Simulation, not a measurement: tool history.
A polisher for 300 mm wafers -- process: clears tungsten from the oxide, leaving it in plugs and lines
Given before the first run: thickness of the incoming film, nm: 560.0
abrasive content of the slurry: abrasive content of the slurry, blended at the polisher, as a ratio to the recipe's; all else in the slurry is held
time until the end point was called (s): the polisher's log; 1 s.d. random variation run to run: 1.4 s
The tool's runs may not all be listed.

run  hour  flow of slurry (ml/min)  pressure of the wafer on the pad (psi)  speed of the pad under the wafer (cm/s)  abrasive content of the slurry  overpolish time after the end point (s)  time until the end point was called (s)
  1   0.0                      185                                     3.3                                      112                             1.0                                       19                                   166.84
  2   5.0                      185                                     3.3                                      112                             1.0                                       19                                   169.15
  3  12.6                      210                                     3.3                                      112                             1.0                                       19                                   164.73
  4  21.7                      210                                     3.4                                      112                             1.0                                       19                                   162.67
  5  25.0                      210                                     3.5                                      112                             1.0                                       19                                   156.86
  6  25.9                      210                                     3.6                                      112                             1.0                                       19                                   153.25

Estimate the outcome of run 7 from the log above:
  7  34.4                      210                                     3.7                                      112                             1.0                                       19                                        ?

time until the end point was called (s): 146.95
